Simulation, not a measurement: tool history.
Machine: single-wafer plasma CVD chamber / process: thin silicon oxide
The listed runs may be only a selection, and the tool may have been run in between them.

run	hour	heater temperature setpoint (°C)	chamber pressure (Torr)	RF power (W)	deposition time (s)	mean film thickness on the monitor wafer (Å)
1	0.0	400	0.541	300	3.67	40.917
2	2.5	407	0.541	300	3.67	40.708
3	3.8	407	0.541	300	3.67	40.686
4	10.3	407	0.493	300	3.67	37.426
5	12.4	407	0.493	300	3.67	37.309
6	16.6	407	0.527	300	3.67	39.497
7	23.9	407	0.478	300	3.67	36.236
8	32.9	407	0.445	300	3.67	33.751

For run 9, what comes out?
9	35.5	407	0.426	300	3.67	?

{"run 9": {"mean film thickness on the monitor wafer (Å)": 32.236}}
